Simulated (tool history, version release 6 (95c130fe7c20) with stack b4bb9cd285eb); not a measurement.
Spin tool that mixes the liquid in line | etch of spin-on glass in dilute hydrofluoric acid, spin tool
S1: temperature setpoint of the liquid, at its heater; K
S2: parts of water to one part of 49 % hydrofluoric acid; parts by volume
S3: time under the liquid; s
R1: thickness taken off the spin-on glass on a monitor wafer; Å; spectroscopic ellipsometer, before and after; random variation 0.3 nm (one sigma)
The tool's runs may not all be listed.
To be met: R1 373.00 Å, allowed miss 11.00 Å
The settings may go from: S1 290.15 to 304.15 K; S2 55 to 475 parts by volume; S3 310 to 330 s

run,day,S1,S2,S3,R1
1,0.000,296.15,265,310,572.74
2,0.346,295.15,275,310,526.24
3,0.396,294.15,285,310,481.42
4,0.488,293.15,290,310,454.26
5,0.733,292.65,295,310,436.73
6,0.758,292.15,300,310,423.75
7,1.058,291.65,305,310,411.19
8,1.342,291.15,310,310,391.55

Which of these 4 next moves meets every target?
A,1.625,290.15,290,330,?
B,1.625,290.15,285,310,?
C,1.625,290.15,300,315,?
D,1.625,290.15,310,310,?

move,R1
A,429.31
B,412.10
C,392.83
D,371.02
A: further off than the last run
B: further off than the last run
C: further off than the last run
D: meets every target
Move D is the one to make.
